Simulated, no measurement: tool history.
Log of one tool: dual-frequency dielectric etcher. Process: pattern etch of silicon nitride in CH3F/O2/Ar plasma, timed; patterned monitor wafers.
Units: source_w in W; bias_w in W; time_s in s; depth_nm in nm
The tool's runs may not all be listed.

run  hour  source_w  bias_w  time_s  depth_nm
  1     0       530      68      52    38.267
  2     6       560      69      52    39.539
  3   8.8       560      60      52    38.227
  4  13.3       490      60      52    35.979
  5  15.9       490      68      52    37.773
  6  17.3       490      63      52    36.741
  7  26.1       530      64      52    38.434
  8  33.8       530      64      52    37.922

Forecast run 9:
  9  36.1       560      65      52         ?

Run 9 gave depth_nm 38.937 nm.
